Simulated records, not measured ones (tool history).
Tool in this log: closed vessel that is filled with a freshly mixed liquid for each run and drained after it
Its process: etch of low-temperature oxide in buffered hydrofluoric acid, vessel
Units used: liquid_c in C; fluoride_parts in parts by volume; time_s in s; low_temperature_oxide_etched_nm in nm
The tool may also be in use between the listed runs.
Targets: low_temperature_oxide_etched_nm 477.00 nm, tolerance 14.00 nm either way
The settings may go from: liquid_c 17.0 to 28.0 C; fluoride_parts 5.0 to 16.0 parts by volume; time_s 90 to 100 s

run  hour  liquid_c  fluoride_parts  time_s  low_temperature_oxide_etched_nm
  1   0.0      20.0             9.5      90                           255.10
  2   1.9      20.0             8.0      90                           298.86
  3   4.6      20.0             7.0      90                           344.00
  4  11.5      21.0             7.0      90                           360.56
  5  18.1      21.5             7.0      90                           377.76
  6  19.4      18.0             7.0      90                           309.54
  7  21.3      19.0             7.0      90                           326.23
  8  26.2      20.0             7.0      90                           342.57
  9  32.7      20.0             7.0      90                           343.66
 10  40.3      21.0             7.0      90                           364.56
 11  45.1      21.5             7.0      90                           369.73
 12  50.8      21.5             7.0      90                           375.83
 13  52.2      22.0             7.0      90                           383.49
 14  57.1      22.5             7.0      90                           397.69
 15  58.8      23.0             7.0      90                           407.63
 16  64.6      23.5             7.0      90                           416.32
 17  69.7      24.0             7.0      90                           430.52
 18  76.2      24.5             7.0      90                           440.56

Exercise: of the 4 proposed moves below, exactly one satisfies all targets within the stated allowed misses. Which move is it?
  A  82.7      25.5             8.0      90                                ?
  B  82.7      25.0             7.5      95                                ?
  C  82.7      24.0             7.0     100                                ?
  D  82.7      23.5             5.5      90                                ?

move  low_temperature_oxide_etched_nm
   A                           398.48
   B                           438.99
   C                           471.51
   D                           508.06
A: moves away from the targets compared with the last run
B: no better and no worse than the last run
C: meets every target
D: takes the biggest miss from the last run beyond its target
Move C is the one to make.
